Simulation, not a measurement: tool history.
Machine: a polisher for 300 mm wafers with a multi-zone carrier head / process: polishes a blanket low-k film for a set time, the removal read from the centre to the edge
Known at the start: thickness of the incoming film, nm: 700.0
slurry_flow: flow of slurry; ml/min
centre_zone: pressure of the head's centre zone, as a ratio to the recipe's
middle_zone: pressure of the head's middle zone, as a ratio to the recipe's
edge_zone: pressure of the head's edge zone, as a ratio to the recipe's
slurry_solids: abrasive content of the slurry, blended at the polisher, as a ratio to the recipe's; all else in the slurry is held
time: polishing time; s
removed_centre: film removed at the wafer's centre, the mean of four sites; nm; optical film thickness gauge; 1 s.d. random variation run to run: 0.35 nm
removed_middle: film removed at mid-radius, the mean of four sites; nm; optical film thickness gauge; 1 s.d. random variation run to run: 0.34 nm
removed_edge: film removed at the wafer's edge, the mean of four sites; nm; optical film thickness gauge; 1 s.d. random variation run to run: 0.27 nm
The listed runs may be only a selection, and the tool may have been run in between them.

run	day	slurry_flow	centre_zone	middle_zone	edge_zone	slurry_solids	time	removed_centre	removed_middle	removed_edge
1	0	265	1	1	1	1	69	30.005	30.12	29.295
2	0.317	200	1	1	1	1	69	29.597	29.258	29.441
3	0.604	200	0.95	1	1	1	69	27.78	28.901	29.022
4	0.783	195	0.96	0.99	1.02	1.05	69	28.838	29.579	29.986
5	0.862	190	0.96	0.97	1.04	1.1	69	29.284	30.404	31.094
6	1.054	190	0.96	0.97	1.04	1.25	69	31.603	32.295	33.216
7	1.092	190	0.96	0.97	1.04	1.25	69	31.313	33.287	33.466
8	1.304	185	0.97	0.95	1.06	1.25	69	31.642	31.246	34.194

What does the tool deliver on the next run?
9	1.467	185	0.98	0.95	1.07	1.25	69	?	?	?

removed_centre: 31.883 nm
removed_middle: 31.959 nm
removed_edge: 34.154 nm

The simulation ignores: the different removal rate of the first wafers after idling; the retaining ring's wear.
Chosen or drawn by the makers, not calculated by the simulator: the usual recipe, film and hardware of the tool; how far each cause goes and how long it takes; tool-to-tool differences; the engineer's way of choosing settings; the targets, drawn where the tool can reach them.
